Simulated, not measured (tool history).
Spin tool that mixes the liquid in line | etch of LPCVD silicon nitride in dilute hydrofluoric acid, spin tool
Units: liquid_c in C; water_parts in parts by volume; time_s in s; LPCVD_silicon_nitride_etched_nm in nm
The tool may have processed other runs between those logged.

run  hour  liquid_c  water_parts  time_s  LPCVD_silicon_nitride_etched_nm
  1     0        24          135      75                          0.29312
  2   8.9        24          135      55                          0.21026
  3  14.2        24          150      55                          0.19013
  4  16.3      24.5          140      55                          0.21203
  5  19.6      24.5          185      55                          0.16438
  6  22.2      24.5          145      55                          0.19081
  7    28      23.5          130      55                          0.20851
  8  30.5        24          120      55                          0.24377
  9  38.7      24.5          110      55                          0.25416
 10    47      25.5          100      55                          0.30681
 11  49.4      29.5           45      75                           1.2014
 12  58.2        29           45      75                           1.1971
 13  65.4      28.5           45      75                           1.0976
 14  70.1      28.5           45      75                           1.0875
 15    77        28           45      75                           1.1291
 16  84.7      27.5           45      75                           1.0333
 17  86.6        27           45      75                           1.0339
 18  94.5      26.5           45      75                          0.99708

Forecast run 19:
 19  99.5        26           45      75                                ?

{"run 19": {"LPCVD_silicon_nitride_etched_nm": 0.97442}}

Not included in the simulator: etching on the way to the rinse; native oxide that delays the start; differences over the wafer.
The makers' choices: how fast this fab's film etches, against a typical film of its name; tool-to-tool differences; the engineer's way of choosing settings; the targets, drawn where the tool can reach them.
